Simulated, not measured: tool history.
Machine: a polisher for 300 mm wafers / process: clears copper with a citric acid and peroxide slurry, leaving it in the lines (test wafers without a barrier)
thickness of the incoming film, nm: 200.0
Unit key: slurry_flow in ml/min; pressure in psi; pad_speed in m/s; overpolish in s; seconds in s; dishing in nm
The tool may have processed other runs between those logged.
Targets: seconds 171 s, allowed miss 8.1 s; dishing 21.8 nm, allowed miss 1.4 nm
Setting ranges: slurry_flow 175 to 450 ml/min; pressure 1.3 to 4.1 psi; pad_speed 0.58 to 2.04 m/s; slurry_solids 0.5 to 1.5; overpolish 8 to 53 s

run,hour,slurry_flow,pressure,pad_speed,slurry_solids,overpolish,seconds,dishing
1,0,290,2.7,1.3,1,27,102.76,39.87
2,3.8,290,2.7,1.16,1,27,109.5,38.559
3,5.3,290,2.7,1.16,1,31,111.69,42.08
4,13.7,290,2.7,1.16,0.85,31,114.77,41.726
5,22.7,290,2.4,1.16,0.85,31,131.73,37.754
6,25.1,290,2.4,1.16,0.95,31,125.43,39.464
7,27.3,290,2.2,1.14,0.95,27,141.56,33.113
8,31.9,290,2.1,1.14,0.95,23,140.77,27.364
9,39.3,290,1.4,1.12,0.95,22,209.1,18.721
10,47.3,290,1.5,1.12,0.95,22,199.73,19.491
11,54.2,290,1.6,1.12,0.95,22,190.97,20.492

Of the 4 settings listed for the next run, only one would bring every result within its allowed miss of target. Which one?
A,61.1,400,1.6,1.04,0.9,25,?,?
B,61.1,210,2.2,0.84,1.1,16,?,?
C,61.1,260,1.5,0.96,0.7,23,?,?
D,61.1,225,2.1,0.98,0.7,21,?,?

move,seconds,dishing
A,194.65,21.566
B,157.1,17.858
C,236.7,16.886
D,171.74,20.937
A: lands further from the targets than the last run did
B: the result that was furthest off in the last run now lies on the other side of its target
C: lands further from the targets than the last run did
D: every result lands within tolerance
The move that meets every target is D.

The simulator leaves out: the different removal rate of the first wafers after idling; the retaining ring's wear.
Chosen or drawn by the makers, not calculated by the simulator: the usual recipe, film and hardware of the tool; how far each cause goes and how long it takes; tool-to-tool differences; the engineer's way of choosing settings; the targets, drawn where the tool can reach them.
